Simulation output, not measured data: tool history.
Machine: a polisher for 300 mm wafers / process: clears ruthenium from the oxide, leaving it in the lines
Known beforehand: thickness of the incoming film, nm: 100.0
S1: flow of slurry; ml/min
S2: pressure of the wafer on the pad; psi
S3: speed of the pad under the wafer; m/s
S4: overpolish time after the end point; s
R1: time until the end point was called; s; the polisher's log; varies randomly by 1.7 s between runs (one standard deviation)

run	hour	S1	S2	S3	S4	R1
1	0.0	175	1.9	1.12	7	87.249
2	9.0	175	2.4	1.12	7	72.347
3	14.7	160	2.4	1.12	7	73.838
4	22.1	125	2.4	1.12	7	77.600
5	26.1	125	2.4	1.12	7	78.220
6	27.3	120	2.2	1.06	7	89.759
7	31.4	120	2.0	1.00	7	100.220
8	36.3	120	1.8	0.94	7	119.530
9	40.0	120	1.7	0.92	7	127.820
10	46.1	120	1.7	0.92	7	127.800
11	50.1	120	1.6	0.90	7	136.780

Predict the results of run 12:
12	56.5	120	1.5	0.88	7	?

{"run 12": {"R1": 146.11}}
